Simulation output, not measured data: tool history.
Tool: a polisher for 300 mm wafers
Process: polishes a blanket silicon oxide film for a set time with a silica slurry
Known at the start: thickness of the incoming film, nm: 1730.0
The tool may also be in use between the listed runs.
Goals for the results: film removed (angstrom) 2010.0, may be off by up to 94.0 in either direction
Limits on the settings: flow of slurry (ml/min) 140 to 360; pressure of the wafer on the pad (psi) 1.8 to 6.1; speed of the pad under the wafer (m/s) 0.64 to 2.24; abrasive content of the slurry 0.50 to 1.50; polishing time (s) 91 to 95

run  hour  flow of slurry (ml/min)  pressure of the wafer on the pad (psi)  speed of the pad under the wafer (m/s)  abrasive content of the slurry  polishing time (s)  film removed (angstrom)
  1   0.0                      230                                     3.9                                    1.44                            1.00                  91                   3458.1
  2   0.8                      230                                     3.3                                    1.42                            1.00                  91                   2903.8
  3   5.2                      230                                     2.9                                    1.40                            1.00                  91                   2508.8
  4   6.1                      230                                     2.7                                    1.40                            1.00                  91                   2409.3
  5   8.4                      230                                     2.7                                    1.40                            1.00                  91                   2401.7
  6  12.7                      230                                     1.8                                    1.40                            1.00                  91                   1625.9
  7  16.1                      230                                     1.9                                    1.40                            1.00                  91                   1716.2
  8  16.6                      230                                     2.5                                    1.42                            1.00                  91                   2265.3
  9  24.2                      230                                     2.4                                    1.42                            1.00                  91                   2104.9

Next run, 4 choices. One meets every target within its allowed miss, the rest don't. Which?
  A  31.8                      175                                     2.8                                    1.10                            0.95                  95                        ?
  B  31.8                      235                                     2.2                                    1.54                            1.05                  94                        ?
  C  31.8                      265                                     2.6                                    1.46                            0.75                  95                        ?
  D  31.8                      225                                     2.1                                    1.58                            1.15                  94                        ?

move  film removed (angstrom)
   A                   2021.1
   B                   2242.4
   C                   2296.9
   D                   2246.2
A: every result lands within tolerance
B: its largest miss is bigger than the last run's
C: its largest miss is bigger than the last run's
D: its largest miss is bigger than the last run's
A meets every target.

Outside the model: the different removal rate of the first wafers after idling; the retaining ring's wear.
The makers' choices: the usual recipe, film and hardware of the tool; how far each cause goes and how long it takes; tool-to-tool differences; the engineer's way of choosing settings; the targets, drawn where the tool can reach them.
